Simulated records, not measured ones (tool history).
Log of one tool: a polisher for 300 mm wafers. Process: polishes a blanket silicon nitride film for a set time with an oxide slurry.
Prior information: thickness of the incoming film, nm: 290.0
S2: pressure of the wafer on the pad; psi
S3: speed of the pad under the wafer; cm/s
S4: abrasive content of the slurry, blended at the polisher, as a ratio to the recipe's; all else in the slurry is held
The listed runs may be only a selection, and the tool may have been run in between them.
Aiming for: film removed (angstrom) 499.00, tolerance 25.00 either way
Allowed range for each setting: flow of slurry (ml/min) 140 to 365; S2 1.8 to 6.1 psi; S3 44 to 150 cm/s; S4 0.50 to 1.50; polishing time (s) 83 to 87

{"run": 1, "day": 0.0, "flow of slurry (ml/min)": 235, "S2": 3.9, "S3": 96, "S4": 1.0, "polishing time (s)": 83, "film removed (angstrom)": 605.56}
{"run": 2, "day": 0.075, "flow of slurry (ml/min)": 235, "S2": 3.8, "S3": 96, "S4": 1.0, "polishing time (s)": 83, "film removed (angstrom)": 604.77}
{"run": 3, "day": 0.217, "flow of slurry (ml/min)": 235, "S2": 3.8, "S3": 96, "S4": 0.8, "polishing time (s)": 83, "film removed (angstrom)": 541.13}
{"run": 4, "day": 0.288, "flow of slurry (ml/min)": 235, "S2": 3.7, "S3": 96, "S4": 0.8, "polishing time (s)": 83, "film removed (angstrom)": 545.52}
{"run": 5, "day": 0.471, "flow of slurry (ml/min)": 235, "S2": 3.7, "S3": 96, "S4": 1.0, "polishing time (s)": 83, "film removed (angstrom)": 588.43}
{"run": 6, "day": 0.638, "flow of slurry (ml/min)": 235, "S2": 3.7, "S3": 96, "S4": 1.15, "polishing time (s)": 83, "film removed (angstrom)": 624.97}
{"run": 7, "day": 0.875, "flow of slurry (ml/min)": 235, "S2": 3.5, "S3": 96, "S4": 1.15, "polishing time (s)": 83, "film removed (angstrom)": 591.25}
{"run": 8, "day": 1.042, "flow of slurry (ml/min)": 235, "S2": 3.4, "S3": 96, "S4": 1.15, "polishing time (s)": 83, "film removed (angstrom)": 570.58}
{"run": 9, "day": 1.204, "flow of slurry (ml/min)": 235, "S2": 2.8, "S3": 94, "S4": 1.15, "polishing time (s)": 83, "film removed (angstrom)": 467.43}

Which of these 4 next moves meets every target?
{"run": "A", "day": 1.367, "flow of slurry (ml/min)": 290, "S2": 3.9, "S3": 48, "S4": 1.25, "polishing time (s)": 83, "film removed (angstrom)": "?"}
{"run": "B", "day": 1.367, "flow of slurry (ml/min)": 140, "S2": 2.0, "S3": 126, "S4": 1.3, "polishing time (s)": 85, "film removed (angstrom)": "?"}
{"run": "C", "day": 1.367, "flow of slurry (ml/min)": 220, "S2": 3.0, "S3": 88, "S4": 1.15, "polishing time (s)": 87, "film removed (angstrom)": "?"}
{"run": "D", "day": 1.367, "flow of slurry (ml/min)": 280, "S2": 2.2, "S3": 110, "S4": 1.1, "polishing time (s)": 83, "film removed (angstrom)": "?"}

move=A film_removed_(angstrom)=424.00
move=B film_removed_(angstrom)=396.45
move=C film_removed_(angstrom)=482.10
move=D film_removed_(angstrom)=404.61
A: the biggest miss grows against the last run
B: the biggest miss grows against the last run
C: all results in spec
D: the biggest miss grows against the last run
Go with C: it meets all targets.

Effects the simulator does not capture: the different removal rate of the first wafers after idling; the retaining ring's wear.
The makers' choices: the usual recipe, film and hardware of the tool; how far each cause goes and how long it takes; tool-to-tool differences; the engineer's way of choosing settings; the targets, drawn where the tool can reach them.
